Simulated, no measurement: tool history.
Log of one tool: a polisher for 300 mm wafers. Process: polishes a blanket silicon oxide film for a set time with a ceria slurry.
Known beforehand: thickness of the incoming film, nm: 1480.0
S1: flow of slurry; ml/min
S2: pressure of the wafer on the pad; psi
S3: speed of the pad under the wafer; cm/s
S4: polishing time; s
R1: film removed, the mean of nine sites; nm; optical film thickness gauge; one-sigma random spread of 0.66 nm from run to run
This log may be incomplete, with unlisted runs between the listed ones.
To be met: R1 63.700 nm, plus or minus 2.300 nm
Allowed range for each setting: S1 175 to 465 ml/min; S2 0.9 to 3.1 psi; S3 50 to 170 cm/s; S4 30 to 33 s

| run | hour | S1 | S2 | S3 | S4 | R1 |
|---|---|---|---|---|---|---|
| 1 | 0.0 | 295 | 2.0 | 110 | 33 | 88.083 |
| 2 | 7.3 | 295 | 1.9 | 110 | 33 | 84.972 |
| 3 | 11.9 | 330 | 1.9 | 110 | 33 | 85.314 |
| 4 | 12.5 | 330 | 1.9 | 90 | 33 | 72.510 |
| 5 | 19.0 | 295 | 1.9 | 90 | 33 | 73.400 |
| 6 | 24.2 | 295 | 2.4 | 90 | 33 | 90.239 |
| 7 | 29.0 | 295 | 2.3 | 90 | 33 | 87.334 |
| 8 | 31.7 | 295 | 2.2 | 90 | 33 | 83.638 |
| 9 | 38.5 | 295 | 2.1 | 90 | 33 | 78.855 |
| 10 | 44.6 | 295 | 2.0 | 90 | 33 | 74.108 |
| 11 | 46.8 | 290 | 2.0 | 90 | 33 | 75.068 |
| 12 | 48.1 | 290 | 1.8 | 90 | 33 | 68.149 |

Which of these 4 next moves meets every target?
| A | 49.4 | 315 | 2.0 | 82 | 30 | ? |
| B | 49.4 | 235 | 1.7 | 92 | 30 | ? |
| C | 49.4 | 300 | 1.6 | 92 | 30 | ? |
| D | 49.4 | 265 | 2.0 | 90 | 31 | ? |

| move | R1 |
|---|---|
| A | 63.645 |
| B | 57.591 |
| C | 55.714 |
| D | 69.395 |
A: all results land within tolerance of their targets
B: takes the biggest miss from the last run beyond its target
C: takes the biggest miss from the last run beyond its target
D: further off than the last run
Move A is the one to make.
